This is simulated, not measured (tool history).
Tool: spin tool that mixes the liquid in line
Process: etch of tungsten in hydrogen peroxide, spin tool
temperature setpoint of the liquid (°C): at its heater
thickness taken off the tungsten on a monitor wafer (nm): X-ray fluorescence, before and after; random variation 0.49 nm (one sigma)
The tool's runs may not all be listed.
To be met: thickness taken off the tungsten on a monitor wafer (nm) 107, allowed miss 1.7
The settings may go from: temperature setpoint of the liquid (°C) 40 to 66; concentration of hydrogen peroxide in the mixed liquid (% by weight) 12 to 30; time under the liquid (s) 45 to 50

run,hour,temperature setpoint of the liquid (°C),concentration of hydrogen peroxide in the mixed liquid (% by weight),time under the liquid (s),thickness taken off the tungsten on a monitor wafer (nm)
1,0,56,22.5,45,173.45
2,3.7,56,22.5,45,172.56
3,8.9,62.5,22.5,45,249.43
4,10.5,62.5,22.5,45,248.91
5,12.2,62.5,22.5,50,276.84
6,17.8,62.5,18,50,247.41
7,22.8,62.5,18,50,249.47
8,30.4,59.5,18,50,208.65
9,37.1,59.5,18,50,208.19
# hour 41.6: thermometer replaced
10,41.6,57,18,50,169.36
11,50.1,55.5,18,50,153.81
12,51.1,54.5,18,50,144.35
13,58.8,53.5,18,50,136.25

Which of these 4 next moves meets every target?
A,66.5,54.5,18.5,50,?
B,66.5,57,17,50,?
C,66.5,53.5,17.5,45,?
D,66.5,52.5,15.5,45,?

move,thickness taken off the tungsten on a monitor wafer (nm)
A,147.23
B,163.56
C,121.41
D,107.61
A: further off than the last run
B: further off than the last run
C: nearer than the last run, and not there yet
D: meets every target
Move D is the one to make.

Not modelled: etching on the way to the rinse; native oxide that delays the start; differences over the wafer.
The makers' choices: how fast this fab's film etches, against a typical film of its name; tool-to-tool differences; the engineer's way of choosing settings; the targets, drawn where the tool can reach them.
